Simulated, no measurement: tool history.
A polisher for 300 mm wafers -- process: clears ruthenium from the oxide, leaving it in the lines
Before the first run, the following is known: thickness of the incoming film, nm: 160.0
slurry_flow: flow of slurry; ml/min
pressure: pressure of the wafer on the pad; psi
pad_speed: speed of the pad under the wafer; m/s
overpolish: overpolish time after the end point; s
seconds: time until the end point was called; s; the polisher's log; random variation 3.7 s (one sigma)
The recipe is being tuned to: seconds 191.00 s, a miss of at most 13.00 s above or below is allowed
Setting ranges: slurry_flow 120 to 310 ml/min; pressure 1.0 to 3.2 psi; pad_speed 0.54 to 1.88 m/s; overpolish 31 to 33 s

Run 1, hour 0.0: slurry_flow 200 ml/min, pressure 2.1 psi, pad_speed 1.20 m/s, overpolish 31 s. Result: seconds 128.95 s.
Run 2, hour 3.0: slurry_flow 200 ml/min, pressure 2.5 psi, pad_speed 1.20 m/s, overpolish 31 s. Result: seconds 108.99 s.
Run 3, hour 4.9: slurry_flow 200 ml/min, pressure 2.2 psi, pad_speed 1.20 m/s, overpolish 31 s. Result: seconds 124.43 s.
Run 4, hour 11.8: slurry_flow 200 ml/min, pressure 2.1 psi, pad_speed 1.18 m/s, overpolish 31 s. Result: seconds 129.89 s.
Run 5, hour 18.2: slurry_flow 200 ml/min, pressure 2.0 psi, pad_speed 1.16 m/s, overpolish 31 s. Result: seconds 139.35 s.
Run 6, hour 22.3: slurry_flow 245 ml/min, pressure 2.0 psi, pad_speed 1.16 m/s, overpolish 31 s. Result: seconds 134.62 s.
Run 7, hour 30.5: slurry_flow 245 ml/min, pressure 1.9 psi, pad_speed 1.16 m/s, overpolish 31 s. Result: seconds 144.72 s.
Run 8, hour 35.2: slurry_flow 245 ml/min, pressure 1.8 psi, pad_speed 1.16 m/s, overpolish 31 s. Result: seconds 145.79 s.
Run 9, hour 36.5: slurry_flow 245 ml/min, pressure 1.7 psi, pad_speed 1.16 m/s, overpolish 31 s. Result: seconds 152.58 s.
Run 10, hour 44.5: slurry_flow 245 ml/min, pressure 1.6 psi, pad_speed 1.16 m/s, overpolish 31 s. Result: seconds 169.07 s.

Exercise: of the 5 proposed moves below, exactly one satisfies all targets within the stated allowed misses. Which move is it?
Run A, hour 52.5: slurry_flow 240 ml/min, pressure 1.6 psi, pad_speed 1.22 m/s, overpolish 31 s. Result: seconds ?.
Run B, hour 52.5: slurry_flow 130 ml/min, pressure 1.5 psi, pad_speed 1.22 m/s, overpolish 33 s. Result: seconds ?.
Run C, hour 52.5: slurry_flow 265 ml/min, pressure 1.6 psi, pad_speed 1.22 m/s, overpolish 31 s. Result: seconds ?.
Run D, hour 52.5: slurry_flow 210 ml/min, pressure 1.6 psi, pad_speed 1.40 m/s, overpolish 31 s. Result: seconds ?.
Run E, hour 52.5: slurry_flow 235 ml/min, pressure 1.6 psi, pad_speed 1.22 m/s, overpolish 31 s. Result: seconds ?.

move  seconds
   A   161.27
   B   188.12
   C   159.58
   D   143.32
   E   161.65
A: lands further from the targets than the last run did
B: meets every target
C: lands further from the targets than the last run did
D: lands further from the targets than the last run did
E: lands further from the targets than the last run did
Move B is the one to make.
